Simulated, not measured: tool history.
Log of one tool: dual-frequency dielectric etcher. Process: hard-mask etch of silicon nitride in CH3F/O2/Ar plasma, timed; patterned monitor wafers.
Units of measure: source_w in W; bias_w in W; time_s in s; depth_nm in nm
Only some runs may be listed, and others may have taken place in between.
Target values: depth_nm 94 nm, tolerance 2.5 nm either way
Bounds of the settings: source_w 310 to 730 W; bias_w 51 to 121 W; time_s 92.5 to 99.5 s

Run 1, hour 0: source_w 520 W, bias_w 86 W, time_s 99.5 s. Result: depth_nm 78.946 nm.
Run 2, hour 4.5: source_w 520 W, bias_w 79 W, time_s 99.5 s. Result: depth_nm 75.974 nm.
Run 3, hour 8: source_w 540 W, bias_w 81 W, time_s 99.5 s. Result: depth_nm 78.432 nm.
Run 4, hour 14: source_w 560 W, bias_w 82 W, time_s 99.5 s. Result: depth_nm 80.207 nm.
Run 5, hour 17.8: source_w 620 W, bias_w 82 W, time_s 99.5 s. Result: depth_nm 83.812 nm.
Run 6, hour 26.6: source_w 620 W, bias_w 94 W, time_s 99.5 s. Result: depth_nm 88.52 nm.
Run 7, hour 29.9: source_w 630 W, bias_w 94 W, time_s 99.5 s. Result: depth_nm 89.434 nm.
Run 8, hour 30.9: source_w 640 W, bias_w 94 W, time_s 99.5 s. Result: depth_nm 90.432 nm.

4 next moves are on the table. One of them brings every result within its allowed miss. Which?
Run A, hour 31.9: source_w 590 W, bias_w 95 W, time_s 99.5 s. Result: depth_nm ?.
Run B, hour 31.9: source_w 680 W, bias_w 92 W, time_s 95 s. Result: depth_nm ?.
Run C, hour 31.9: source_w 650 W, bias_w 104 W, time_s 99.5 s. Result: depth_nm ?.
Run D, hour 31.9: source_w 730 W, bias_w 85 W, time_s 95.5 s. Result: depth_nm ?.

move  depth_nm
   A     86.67
   B    87.166
   C    94.061
   D    87.629
A: further off than the last run
B: further off than the last run
C: hits every target within its allowed miss
D: further off than the last run
C is the move that brings every result within its allowed miss.

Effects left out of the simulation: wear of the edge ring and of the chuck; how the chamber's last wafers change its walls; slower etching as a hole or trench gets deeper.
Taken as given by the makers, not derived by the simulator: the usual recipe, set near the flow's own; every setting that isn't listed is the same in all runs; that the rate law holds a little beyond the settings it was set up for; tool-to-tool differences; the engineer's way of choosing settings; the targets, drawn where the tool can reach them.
